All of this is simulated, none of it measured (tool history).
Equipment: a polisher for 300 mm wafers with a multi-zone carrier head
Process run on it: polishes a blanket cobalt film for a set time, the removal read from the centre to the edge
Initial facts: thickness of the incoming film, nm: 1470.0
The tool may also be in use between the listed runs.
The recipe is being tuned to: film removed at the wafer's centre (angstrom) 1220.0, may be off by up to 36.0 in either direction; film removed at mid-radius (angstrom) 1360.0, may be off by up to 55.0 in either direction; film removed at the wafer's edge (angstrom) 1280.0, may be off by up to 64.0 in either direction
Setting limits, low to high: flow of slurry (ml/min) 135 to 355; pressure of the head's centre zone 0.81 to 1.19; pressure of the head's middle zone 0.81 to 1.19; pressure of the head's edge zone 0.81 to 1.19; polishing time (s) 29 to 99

run	hour	flow of slurry (ml/min)	pressure of the head's centre zone	pressure of the head's middle zone	pressure of the head's edge zone	polishing time (s)	film removed at the wafer's centre (angstrom)	film removed at mid-radius (angstrom)	film removed at the wafer's edge (angstrom)
1	0.0	225	1.00	1.00	1.00	64	1371.4	1355.9	1376.0
2	7.1	225	1.00	1.00	0.96	64	1367.3	1381.6	1326.6
3	12.1	225	1.00	1.06	0.96	64	1381.8	1429.1	1329.4
4	15.2	225	1.00	1.06	1.03	64	1385.0	1457.8	1340.0
5	18.4	220	0.99	1.06	1.03	64	1359.2	1423.5	1381.4
6	21.7	215	0.98	1.06	1.01	63	1334.8	1408.3	1327.7
7	30.6	185	0.90	1.04	1.00	62	1145.5	1316.1	1253.4
8	36.2	190	0.91	1.04	1.00	62	1190.3	1305.1	1277.5
9	38.1	190	0.91	1.04	1.00	62	1174.7	1339.2	1279.2
10	40.3	195	0.91	1.04	1.00	62	1165.0	1309.8	1292.1
11	41.4	205	0.96	1.09	0.98	62	1258.8	1376.2	1249.6

Exercise: of the 4 proposed moves below, exactly one satisfies all targets within the stated allowed misses. Which move is it?
A	42.5	330	0.91	1.03	0.96	59	?	?	?
B	42.5	185	1.07	1.14	0.88	59	?	?	?
C	42.5	195	1.02	1.08	1.02	63	?	?	?
D	42.5	190	1.03	1.01	1.05	64	?	?	?

move	film removed at the wafer's centre (angstrom)	film removed at mid-radius (angstrom)	film removed at the wafer's edge (angstrom)
A	1199.6	1367.8	1302.3
B	1277.2	1333.1	1169.4
C	1315.1	1389.5	1349.6
D	1340.7	1345.8	1386.5
A: hits every target within its allowed miss
B: misses by more than the last run did
C: misses by more than the last run did
D: misses by more than the last run did
Move A is the one to make.
